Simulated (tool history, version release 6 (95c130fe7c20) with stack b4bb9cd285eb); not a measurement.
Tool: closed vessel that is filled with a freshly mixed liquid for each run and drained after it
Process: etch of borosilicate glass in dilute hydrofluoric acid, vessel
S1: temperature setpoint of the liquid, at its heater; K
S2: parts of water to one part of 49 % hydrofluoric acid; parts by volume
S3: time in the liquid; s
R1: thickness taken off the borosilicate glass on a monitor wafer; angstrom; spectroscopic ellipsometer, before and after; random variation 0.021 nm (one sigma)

| run | hour | S1 | S2 | S3 | R1 |
|---|---|---|---|---|---|
| 1 | 0 | 295.15 | 285 | 35 | 34.904 |
| 2 | 2.4 | 297.15 | 265 | 35 | 41.116 |
| 3 | 10.7 | 297.15 | 220 | 35 | 51.828 |
| 4 | 18.1 | 298.65 | 220 | 35 | 54.853 |
| 5 | 27 | 298.65 | 220 | 35 | 54.986 |
| 6 | 28.6 | 301.65 | 220 | 35 | 60.54 |

The next listed run, before its measurement:
| 7 | 29.5 | 302.15 | 220 | 35 | ? |

{"run 7": {"R1": 62.019}}
